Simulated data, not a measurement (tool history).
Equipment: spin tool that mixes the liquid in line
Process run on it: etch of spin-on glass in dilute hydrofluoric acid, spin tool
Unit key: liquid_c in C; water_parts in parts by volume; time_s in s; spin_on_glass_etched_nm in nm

| run | day | liquid_c | water_parts | time_s | spin_on_glass_etched_nm |
|---|---|---|---|---|---|
| 1 | 0 | 21 | 85 | 50 | 23.273 |
| 2 | 0.183 | 21 | 95 | 50 | 20.697 |
| 3 | 0.517 | 23 | 85 | 50 | 25.287 |
| 4 | 0.558 | 24.5 | 75 | 50 | 31.102 |
| 5 | 0.804 | 24.5 | 85 | 50 | 26.85 |
| 6 | 1.092 | 25.5 | 75 | 50 | 31.925 |
| 7 | 1.138 | 25.5 | 75 | 50 | 31.913 |

Run 8 has not been measured yet. What should we expect?
| 8 | 1.5 | 26.5 | 70 | 50 | ? |

Run 8 gave spin_on_glass_etched_nm 35.737 nm.

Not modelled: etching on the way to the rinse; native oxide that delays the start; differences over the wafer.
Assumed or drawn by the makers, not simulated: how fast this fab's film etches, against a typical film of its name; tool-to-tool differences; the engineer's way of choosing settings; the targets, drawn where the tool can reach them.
